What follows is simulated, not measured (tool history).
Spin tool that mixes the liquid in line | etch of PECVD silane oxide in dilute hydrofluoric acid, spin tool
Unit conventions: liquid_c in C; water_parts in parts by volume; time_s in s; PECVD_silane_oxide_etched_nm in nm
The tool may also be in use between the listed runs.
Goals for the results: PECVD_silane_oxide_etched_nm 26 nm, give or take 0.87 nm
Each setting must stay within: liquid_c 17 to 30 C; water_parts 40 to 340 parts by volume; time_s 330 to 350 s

run,day,liquid_c,water_parts,time_s,PECVD_silane_oxide_etched_nm
1,0,22,190,330,33.402
2,0.138,22,190,350,35.232
3,0.254,22,220,350,30.063
4,0.292,21.5,220,350,29.161
5,0.329,21,220,350,28.975
6,0.354,21,175,350,37.785
7,0.467,20.5,180,350,35.322
8,0.717,20,185,350,34.556
9,0.742,19.5,190,350,32.113
10,0.808,19,195,350,30.798
11,1.071,19,195,350,30.392
12,1.421,18.5,195,350,29.807
13,1.55,17.5,200,350,28.294

Which one of the following 4 next-run settings gets every result inside its allowed miss? There is exactly one.
A,1.679,19,200,340,?
B,1.679,17,180,350,?
C,1.679,19.5,210,335,?
D,1.679,21,225,330,?

move,PECVD_silane_oxide_etched_nm
A,29.228
B,31.47
C,27.697
D,26.574
A: moves away from the targets compared with the last run
B: moves away from the targets compared with the last run
C: moves toward the targets from the last run without getting all of them in spec
D: all results land within tolerance of their targets
D meets every target.
